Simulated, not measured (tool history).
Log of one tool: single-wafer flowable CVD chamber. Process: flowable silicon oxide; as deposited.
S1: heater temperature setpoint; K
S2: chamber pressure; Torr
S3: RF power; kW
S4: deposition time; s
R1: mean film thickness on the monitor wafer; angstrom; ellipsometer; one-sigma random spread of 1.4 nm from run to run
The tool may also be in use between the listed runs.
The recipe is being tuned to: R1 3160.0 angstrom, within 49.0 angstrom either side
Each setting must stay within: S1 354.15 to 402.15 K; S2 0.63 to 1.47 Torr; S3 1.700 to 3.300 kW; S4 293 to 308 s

Run 1, day 0.000: S1 378.15 K, S2 1.05 Torr, S3 2.500 kW, S4 308 s. Result: R1 2301.8 angstrom.
Run 2, day 0.208: S1 387.15 K, S2 1.05 Torr, S3 2.500 kW, S4 308 s. Result: R1 1786.1 angstrom.
Run 3, day 0.471: S1 385.15 K, S2 1.05 Torr, S3 2.500 kW, S4 308 s. Result: R1 1889.0 angstrom.
Run 4, day 0.679: S1 385.15 K, S2 1.05 Torr, S3 2.295 kW, S4 308 s. Result: R1 1873.5 angstrom.
Run 5, day 0.892: S1 385.15 K, S2 1.05 Torr, S3 2.565 kW, S4 308 s. Result: R1 1897.7 angstrom.
Run 6, day 1.171: S1 385.15 K, S2 1.05 Torr, S3 2.565 kW, S4 308 s. Result: R1 1896.9 angstrom.
Run 7, day 1.379: S1 383.15 K, S2 1.05 Torr, S3 2.565 kW, S4 308 s. Result: R1 1991.5 angstrom.
Run 8, day 1.688: S1 383.15 K, S2 1.05 Torr, S3 2.565 kW, S4 308 s. Result: R1 1996.8 angstrom.
Run 9, day 1.917: S1 381.15 K, S2 1.05 Torr, S3 2.565 kW, S4 308 s. Result: R1 2113.6 angstrom.
Run 10, day 2.150: S1 379.15 K, S2 1.05 Torr, S3 2.565 kW, S4 308 s. Result: R1 2261.5 angstrom.
Run 11, day 2.242: S1 378.15 K, S2 1.05 Torr, S3 2.565 kW, S4 308 s. Result: R1 2327.6 angstrom.
Run 12, day 2.604: S1 377.15 K, S2 1.05 Torr, S3 2.565 kW, S4 308 s. Result: R1 2367.6 angstrom.
Run 13, day 2.821: S1 376.15 K, S2 1.05 Torr, S3 2.565 kW, S4 308 s. Result: R1 2423.6 angstrom.
Run 14, day 3.142: S1 366.15 K, S2 1.05 Torr, S3 2.565 kW, S4 308 s. Result: R1 3282.4 angstrom.

Next run, 5 choices. One meets every target within its allowed miss, the rest don't. Which?
Run A, day 3.462: S1 366.15 K, S2 1.12 Torr, S3 2.660 kW, S4 299 s. Result: R1 ?.
Run B, day 3.462: S1 371.15 K, S2 1.35 Torr, S3 2.755 kW, S4 293 s. Result: R1 ?.
Run C, day 3.462: S1 366.15 K, S2 1.11 Torr, S3 2.570 kW, S4 299 s. Result: R1 ?.
Run D, day 3.462: S1 364.15 K, S2 1.03 Torr, S3 2.865 kW, S4 296 s. Result: R1 ?.
Run E, day 3.462: S1 365.15 K, S2 1.00 Torr, S3 2.620 kW, S4 303 s. Result: R1 ?.

move      R1
   A  3396.5
   B  3448.2
   C  3355.4
   D  3314.2
   E  3171.6
A: further off than the last run
B: further off than the last run
C: further off than the last run
D: further off than the last run
E: in spec on every target
So the answer is move E, the one that meets all the targets.

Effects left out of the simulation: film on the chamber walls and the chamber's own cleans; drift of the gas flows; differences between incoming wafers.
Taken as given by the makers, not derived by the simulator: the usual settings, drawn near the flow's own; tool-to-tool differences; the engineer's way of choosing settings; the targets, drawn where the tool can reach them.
